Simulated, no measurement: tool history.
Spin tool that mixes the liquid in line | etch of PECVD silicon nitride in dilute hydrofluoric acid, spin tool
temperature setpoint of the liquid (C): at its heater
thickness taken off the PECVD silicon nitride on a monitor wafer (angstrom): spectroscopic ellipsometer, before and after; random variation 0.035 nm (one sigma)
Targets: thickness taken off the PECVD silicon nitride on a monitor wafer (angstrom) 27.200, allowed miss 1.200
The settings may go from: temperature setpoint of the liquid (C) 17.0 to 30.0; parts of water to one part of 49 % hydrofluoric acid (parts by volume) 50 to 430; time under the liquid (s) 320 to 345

run    day  temperature setpoint of the liquid (C)  parts of water to one part of 49 % hydrofluoric acid (parts by volume)  time under the liquid (s)  thickness taken off the PECVD silicon nitride on a monitor wafer (angstrom)
  1  0.000                                    22.0                                                                     240                        320                                                                       45.297
  2  0.142                                    24.5                                                                     240                        320                                                                       52.304
  3  0.308                                    23.5                                                                     245                        320                                                                       49.122
  4  0.412                                    23.5                                                                     180                        320                                                                       66.231
     0.733  -- thermometer replaced
  5  0.733                                    23.5                                                                     105                        320                                                                      125.710
  6  1.046                                    23.5                                                                     105                        345                                                                      133.750
  7  1.208                                    23.0                                                                     130                        345                                                                      104.520
  8  1.500                                    22.5                                                                     145                        345                                                                       92.055
  9  1.767                                    22.0                                                                     160                        345                                                                       79.221
 10  1.854                                    18.0                                                                     255                        340                                                                       39.238

4 next moves are on the table. One of them brings every result within its allowed miss. Which?
  A  1.942                                    17.5                                                                     215                        345                                                                            ?
  B  1.942                                    17.0                                                                     350                        345                                                                            ?
  C  1.942                                    18.5                                                                     215                        345                                                                            ?
  D  1.942                                    18.5                                                                     225                        320                                                                            ?

move  thickness taken off the PECVD silicon nitride on a monitor wafer (angstrom)
   A                                                                       45.597
   B                                                                       27.739
   C                                                                       48.733
   D                                                                       43.265
A: further off than the last run
B: meets every target
C: further off than the last run
D: further off than the last run
Answer: B
